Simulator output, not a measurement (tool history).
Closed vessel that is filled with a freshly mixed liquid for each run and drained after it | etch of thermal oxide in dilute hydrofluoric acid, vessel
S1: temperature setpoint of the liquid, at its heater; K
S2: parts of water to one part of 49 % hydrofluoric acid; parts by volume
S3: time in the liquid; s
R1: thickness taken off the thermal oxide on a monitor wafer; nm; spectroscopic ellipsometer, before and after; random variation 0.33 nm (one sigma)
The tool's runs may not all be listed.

run,hour,S1,S2,S3,R1
1,0.0,299.15,145,420,14.456
2,3.6,299.15,185,420,10.576
3,5.9,300.15,165,420,12.446
4,11.0,300.15,185,420,11.062
5,12.0,301.15,165,420,13.283
6,20.0,304.15,165,420,14.870
7,28.5,304.65,150,420,17.143
8,29.1,305.15,135,420,19.376
9,35.0,305.65,120,420,22.618
10,39.8,305.65,110,420,25.404
11,44.1,305.65,105,420,26.740

The next listed run, before its measurement:
12,52.3,305.65,100,420,?

R1: 28.379 nm
